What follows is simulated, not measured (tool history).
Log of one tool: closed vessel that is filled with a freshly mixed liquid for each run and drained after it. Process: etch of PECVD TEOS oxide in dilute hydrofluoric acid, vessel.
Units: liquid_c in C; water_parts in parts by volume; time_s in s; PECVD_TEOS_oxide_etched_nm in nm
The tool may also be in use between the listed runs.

run    day  liquid_c  water_parts  time_s  PECVD_TEOS_oxide_etched_nm
  1      0        25           55     105                      41.229
  2  0.075        25           45     105                      50.161
  3  0.433        25           60     105                      36.752
  4  0.554        27           50     105                      48.428
  5  0.892        24           50     105                      43.239
  6  1.058        22           50     105                      39.672
  7  1.258      24.5           45     105                      49.376
  8  1.421      28.5           20     105                       136.5
  9  1.708      27.5           20     105                      132.15

Run 10 has not been measured yet. What should we expect?
 10  1.971      26.5           20     105                           ?

Run 10 produced PECVD_TEOS_oxide_etched_nm 125.16 nm.
